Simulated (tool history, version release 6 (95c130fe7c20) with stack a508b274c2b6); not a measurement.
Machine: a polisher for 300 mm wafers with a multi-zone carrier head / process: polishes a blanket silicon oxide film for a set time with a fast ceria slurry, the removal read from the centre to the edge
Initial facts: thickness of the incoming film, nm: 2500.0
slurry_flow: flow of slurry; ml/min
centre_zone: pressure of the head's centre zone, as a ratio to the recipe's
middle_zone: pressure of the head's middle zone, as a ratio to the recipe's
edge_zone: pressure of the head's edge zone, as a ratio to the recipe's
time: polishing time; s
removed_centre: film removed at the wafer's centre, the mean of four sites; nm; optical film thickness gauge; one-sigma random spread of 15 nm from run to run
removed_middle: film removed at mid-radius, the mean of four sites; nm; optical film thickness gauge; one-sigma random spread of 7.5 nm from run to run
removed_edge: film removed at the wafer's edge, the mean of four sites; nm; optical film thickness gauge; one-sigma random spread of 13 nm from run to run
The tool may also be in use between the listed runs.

{"run": 1, "hour": 0.0, "slurry_flow": 180, "centre_zone": 1, "middle_zone": 1, "edge_zone": 1, "time": 70, "removed_centre": 899.33, "removed_middle": 921.04, "removed_edge": 842.94}
{"run": 2, "hour": 5.9, "slurry_flow": 190, "centre_zone": 1.01, "middle_zone": 1.02, "edge_zone": 1.04, "time": 74, "removed_centre": 955.91, "removed_middle": 996.8, "removed_edge": 903.36}
{"run": 3, "hour": 13.1, "slurry_flow": 190, "centre_zone": 1.01, "middle_zone": 0.97, "edge_zone": 1.04, "time": 74, "removed_centre": 950.37, "removed_middle": 957.88, "removed_edge": 913.27}
{"run": 4, "hour": 15.2, "slurry_flow": 200, "centre_zone": 1.02, "middle_zone": 0.99, "edge_zone": 1.06, "time": 77, "removed_centre": 991.27, "removed_middle": 1034.1, "removed_edge": 961.23}
{"run": 5, "hour": 20.4, "slurry_flow": 200, "centre_zone": 1.02, "middle_zone": 1.07, "edge_zone": 1.06, "time": 77, "removed_centre": 983.26, "removed_middle": 1089.4, "removed_edge": 964.96}
{"run": 6, "hour": 21.2, "slurry_flow": 220, "centre_zone": 1.02, "middle_zone": 1.07, "edge_zone": 1.06, "time": 77, "removed_centre": 1032.8, "removed_middle": 1108.5, "removed_edge": 975.08}
{"run": 7, "hour": 22.5, "slurry_flow": 230, "centre_zone": 1.03, "middle_zone": 1.07, "edge_zone": 1.09, "time": 79, "removed_centre": 1079.2, "removed_middle": 1159.2, "removed_edge": 996.88}

For run 8, what comes out?
{"hour": 28.1, "done": "edge zone pressure recalibrated"}
{"run": 8, "hour": 28.1, "slurry_flow": 200, "centre_zone": 1, "middle_zone": 1.02, "edge_zone": 1.1, "time": 90, "removed_centre": "?", "removed_middle": "?", "removed_edge": "?"}

removed_centre: 1166 nm
removed_middle: 1215.5 nm
removed_edge: 1207.1 nm
